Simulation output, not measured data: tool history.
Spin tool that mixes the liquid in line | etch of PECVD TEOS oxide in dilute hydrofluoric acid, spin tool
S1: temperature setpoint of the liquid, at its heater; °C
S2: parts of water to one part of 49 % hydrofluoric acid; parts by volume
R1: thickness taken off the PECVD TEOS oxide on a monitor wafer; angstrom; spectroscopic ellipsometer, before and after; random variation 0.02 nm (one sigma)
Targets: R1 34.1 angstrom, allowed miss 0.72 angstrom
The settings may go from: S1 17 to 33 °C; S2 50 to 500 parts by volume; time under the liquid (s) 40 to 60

{"run": 1, "hour": 0.0, "S1": 25, "S2": 275, "time under the liquid (s)": 60, "R1": 22.275}
{"run": 2, "hour": 6.4, "S1": 25, "S2": 240, "time under the liquid (s)": 60, "R1": 26.678}
{"run": 3, "hour": 10.8, "S1": 27, "S2": 240, "time under the liquid (s)": 60, "R1": 28.618}
{"run": 4, "hour": 17.1, "S1": 27, "S2": 300, "time under the liquid (s)": 60, "R1": 21.418}
{"run": 5, "hour": 22.6, "S1": 27, "S2": 380, "time under the liquid (s)": 60, "R1": 15.522}
{"run": 6, "hour": 24.5, "S1": 29, "S2": 340, "time under the liquid (s)": 60, "R1": 19.357}
{"run": 7, "hour": 28.3, "S1": 30, "S2": 310, "time under the liquid (s)": 60, "R1": 22.621}
{"run": 8, "hour": 31.2, "S1": 33, "S2": 220, "time under the liquid (s)": 60, "R1": 39.125}
{"run": 9, "hour": 32.7, "S1": 32, "S2": 220, "time under the liquid (s)": 60, "R1": 37.911}
{"run": 10, "hour": 37.0, "S1": 31, "S2": 220, "time under the liquid (s)": 60, "R1": 36.264}
{"run": 11, "hour": 42.7, "S1": 30.5, "S2": 220, "time under the liquid (s)": 60, "R1": 36.076}
{"run": 12, "hour": 44.5, "S1": 30, "S2": 220, "time under the liquid (s)": 60, "R1": 35.764}

4 next moves are on the table. One of them brings every result within its allowed miss. Which?
{"run": "A", "hour": 46.3, "S1": 26, "S2": 190, "time under the liquid (s)": 60, "R1": "?"}
{"run": "B", "hour": 46.3, "S1": 30.5, "S2": 185, "time under the liquid (s)": 50, "R1": "?"}
{"run": "C", "hour": 46.3, "S1": 31.5, "S2": 170, "time under the liquid (s)": 40, "R1": "?"}
{"run": "D", "hour": 46.3, "S1": 33, "S2": 230, "time under the liquid (s)": 60, "R1": "?"}

move=A R1=37.013
move=B R1=37.402
move=C R1=34.373
move=D R1=37.106
A: further off than the last run
B: further off than the last run
C: meets every target
D: further off than the last run
Move C is the one to make.

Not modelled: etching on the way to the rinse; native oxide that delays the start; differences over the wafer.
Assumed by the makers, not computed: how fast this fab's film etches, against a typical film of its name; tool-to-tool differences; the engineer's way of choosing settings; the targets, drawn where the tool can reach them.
